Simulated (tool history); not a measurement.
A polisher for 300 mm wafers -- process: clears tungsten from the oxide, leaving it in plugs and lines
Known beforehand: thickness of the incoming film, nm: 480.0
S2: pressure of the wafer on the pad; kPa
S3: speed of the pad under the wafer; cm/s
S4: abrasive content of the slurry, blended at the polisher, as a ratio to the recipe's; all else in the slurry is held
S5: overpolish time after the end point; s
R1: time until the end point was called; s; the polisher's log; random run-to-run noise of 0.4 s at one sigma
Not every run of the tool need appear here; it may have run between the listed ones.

run 1 day=0 | flow_of_slurry_(ml/min)=315 S2=32.4 S3=106 S4=1 S5=9 | R1=86.79
run 2 day=0.029 | flow_of_slurry_(ml/min)=315 S2=32.4 S3=86 S4=1 S5=9 | R1=105.33
run 3 day=0.279 | flow_of_slurry_(ml/min)=315 S2=36.5 S3=92 S4=1 S5=9 | R1=91.549
run 4 day=0.375 | flow_of_slurry_(ml/min)=270 S2=36.5 S3=92 S4=1 S5=9 | R1=92.095
run 5 day=0.738 | flow_of_slurry_(ml/min)=270 S2=29.6 S3=92 S4=1 S5=9 | R1=107.97
run 6 day=0.896 | flow_of_slurry_(ml/min)=270 S2=34.5 S3=100 S4=1 S5=9 | R1=87.807
run 7 day=1.033 | flow_of_slurry_(ml/min)=270 S2=37.9 S3=106 S4=1 S5=9 | R1=78.649
run 8 day=1.15 | flow_of_slurry_(ml/min)=275 S2=40.7 S3=112 S4=1 S5=9 | R1=70.217
run 9 day=1.242 | flow_of_slurry_(ml/min)=275 S2=49.6 S3=130 S4=1 S5=9 | R1=51.338

Expected results for the next run?
run 10 day=1.512 | flow_of_slurry_(ml/min)=275 S2=49.6 S3=132 S4=1 S5=9 | R1=?

Run 10 yielded R1 50.804 s.
